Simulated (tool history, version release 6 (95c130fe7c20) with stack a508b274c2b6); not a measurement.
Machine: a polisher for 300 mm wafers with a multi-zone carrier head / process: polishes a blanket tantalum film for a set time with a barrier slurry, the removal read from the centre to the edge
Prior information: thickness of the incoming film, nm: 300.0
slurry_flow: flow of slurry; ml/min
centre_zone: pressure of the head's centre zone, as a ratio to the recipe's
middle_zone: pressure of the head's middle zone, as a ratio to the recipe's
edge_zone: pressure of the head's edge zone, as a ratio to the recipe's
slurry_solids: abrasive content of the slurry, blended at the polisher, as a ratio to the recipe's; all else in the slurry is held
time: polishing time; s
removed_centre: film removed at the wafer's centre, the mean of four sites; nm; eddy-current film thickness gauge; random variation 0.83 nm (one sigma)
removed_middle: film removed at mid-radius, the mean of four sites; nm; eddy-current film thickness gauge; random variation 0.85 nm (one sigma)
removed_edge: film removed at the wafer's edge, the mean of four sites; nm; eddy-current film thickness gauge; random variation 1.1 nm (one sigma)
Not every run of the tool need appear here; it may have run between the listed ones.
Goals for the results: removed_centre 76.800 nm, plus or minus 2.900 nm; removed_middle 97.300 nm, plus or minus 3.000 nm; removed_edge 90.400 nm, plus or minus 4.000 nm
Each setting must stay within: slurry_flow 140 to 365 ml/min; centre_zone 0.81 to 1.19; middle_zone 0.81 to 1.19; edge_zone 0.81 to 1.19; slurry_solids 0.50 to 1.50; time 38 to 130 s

| run | hour | slurry_flow | centre_zone | middle_zone | edge_zone | slurry_solids | time | removed_centre | removed_middle | removed_edge |
|---|---|---|---|---|---|---|---|---|---|---|
| 1 | 0.0 | 235 | 1.00 | 1.00 | 1.00 | 1.00 | 84 | 66.426 | 67.288 | 67.343 |
| 2 | 7.5 | 240 | 0.99 | 1.02 | 1.02 | 1.05 | 85 | 68.496 | 69.983 | 67.745 |
| 3 | 8.2 | 240 | 0.99 | 0.94 | 1.02 | 1.05 | 85 | 67.926 | 65.079 | 70.209 |
| 4 | 9.0 | 280 | 0.99 | 0.94 | 1.02 | 1.05 | 85 | 69.404 | 66.887 | 69.046 |
| 5 | 15.5 | 270 | 0.97 | 0.96 | 1.03 | 1.10 | 87 | 70.755 | 70.353 | 72.714 |
| 6 | 17.5 | 270 | 0.97 | 0.96 | 0.95 | 1.10 | 87 | 71.050 | 70.614 | 68.842 |
| 7 | 21.6 | 260 | 0.95 | 0.98 | 0.97 | 1.15 | 88 | 69.547 | 72.076 | 71.992 |
| 8 | 26.6 | 310 | 0.93 | 1.08 | 1.04 | 1.40 | 93 | 77.111 | 90.352 | 85.063 |
| 9 | 32.0 | 310 | 0.93 | 1.09 | 1.05 | 1.40 | 93 | 78.461 | 89.658 | 83.842 |

Which one of the following 4 next-run settings gets every result inside its allowed miss? There is exactly one.
| A | 37.4 | 305 | 0.84 | 1.08 | 1.03 | 1.40 | 102 | ? | ? | ? |
| B | 37.4 | 255 | 0.96 | 1.12 | 1.12 | 1.40 | 93 | ? | ? | ? |
| C | 37.4 | 330 | 1.05 | 1.02 | 1.09 | 1.15 | 86 | ? | ? | ? |
| D | 37.4 | 310 | 0.96 | 1.04 | 1.15 | 1.45 | 84 | ? | ? | ? |

| move | removed_centre | removed_middle | removed_edge |
|---|---|---|---|
| A | 77.788 | 97.574 | 91.156 |
| B | 78.509 | 89.007 | 84.691 |
| C | 79.449 | 75.650 | 76.217 |
| D | 74.025 | 78.525 | 80.080 |
A: all results land within tolerance of their targets
B: further off than the last run
C: further off than the last run
D: further off than the last run
A meets every target.
